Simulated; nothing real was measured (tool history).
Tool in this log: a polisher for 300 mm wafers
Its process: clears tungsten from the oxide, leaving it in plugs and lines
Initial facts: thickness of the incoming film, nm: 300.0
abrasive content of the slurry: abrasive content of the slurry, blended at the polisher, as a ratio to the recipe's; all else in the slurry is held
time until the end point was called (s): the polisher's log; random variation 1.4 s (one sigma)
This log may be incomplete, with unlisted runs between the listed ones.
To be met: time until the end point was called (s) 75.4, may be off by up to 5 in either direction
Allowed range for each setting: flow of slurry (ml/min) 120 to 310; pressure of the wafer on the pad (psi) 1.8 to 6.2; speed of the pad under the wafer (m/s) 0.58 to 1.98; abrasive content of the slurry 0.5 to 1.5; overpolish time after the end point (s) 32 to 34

run,hour,flow of slurry (ml/min),pressure of the wafer on the pad (psi),speed of the pad under the wafer (m/s),abrasive content of the slurry,overpolish time after the end point (s),time until the end point was called (s)
1,0,200,4,1.28,1,32,40.312
2,6.4,200,4,1.06,1,32,48.837
3,8,200,4,1.06,1,34,49.134
4,15,200,3.8,1.04,1,34,52.059
5,22.4,200,3.6,1.02,1,34,54.674
6,24.6,200,3.6,1.02,1,32,56.933
7,27.6,200,3.5,1.02,1,32,57.023
8,34,200,3.5,1.02,1,32,56.556
9,36.8,200,3.3,1.02,1,32,58.91
10,42.4,200,3.2,1.02,1,32,61.869
11,46.4,200,3.1,1.02,1,32,64.275
12,52.9,200,3,1.02,1,32,64.547
13,58.6,200,2.3,0.98,1,32,85.033

Exercise: of the 4 proposed moves below, exactly one satisfies all targets within the stated allowed misses. Which move is it?
A,64.3,215,2.4,0.84,1.05,32,?
B,64.3,155,2.8,0.9,1.2,33,?
C,64.3,205,2.9,1.06,1.15,32,?
D,64.3,195,2.2,0.82,1.05,32,?

move,time until the end point was called (s)
A,92.682
B,77.344
C,62.321
D,103.13
A: moves away from the targets compared with the last run
B: every result within its allowed miss
C: takes the result that was furthest off past its target
D: moves away from the targets compared with the last run
Correct choice: B, which meets every target
